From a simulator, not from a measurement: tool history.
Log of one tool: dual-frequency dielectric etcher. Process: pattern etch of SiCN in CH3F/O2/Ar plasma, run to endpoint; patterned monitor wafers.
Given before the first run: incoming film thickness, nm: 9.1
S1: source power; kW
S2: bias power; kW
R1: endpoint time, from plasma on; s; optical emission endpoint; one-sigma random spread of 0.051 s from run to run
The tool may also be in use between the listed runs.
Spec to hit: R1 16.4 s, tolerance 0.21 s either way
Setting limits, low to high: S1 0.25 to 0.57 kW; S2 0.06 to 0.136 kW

run	hour	S1	S2	R1
1	0	0.41	0.098	18.912
2	4.3	0.41	0.108	18.392
3	7.9	0.41	0.125	17.612
4	10.1	0.41	0.109	18.37
5	11.7	0.41	0.121	17.793
6	12.3	0.43	0.122	17.444
# hour 17.7: wet clean of the chamber
7	17.7	0.43	0.122	17.958
8	21.6	0.51	0.124	16.784

Of the 5 settings listed for the next run, only one would bring every result within its allowed miss of target. Which one?
A	25.5	0.52	0.118	?
B	25.5	0.51	0.125	?
C	25.5	0.54	0.123	?
D	25.5	0.5	0.124	?
E	25.5	0.5	0.121	?

move	R1
A	16.933
B	16.769
C	16.488
D	16.936
E	17.061
A: lands further from the targets than the last run did
B: about as far from the targets as the last run
C: all results in spec
D: lands further from the targets than the last run did
E: lands further from the targets than the last run did
Correct choice: C, which meets every target

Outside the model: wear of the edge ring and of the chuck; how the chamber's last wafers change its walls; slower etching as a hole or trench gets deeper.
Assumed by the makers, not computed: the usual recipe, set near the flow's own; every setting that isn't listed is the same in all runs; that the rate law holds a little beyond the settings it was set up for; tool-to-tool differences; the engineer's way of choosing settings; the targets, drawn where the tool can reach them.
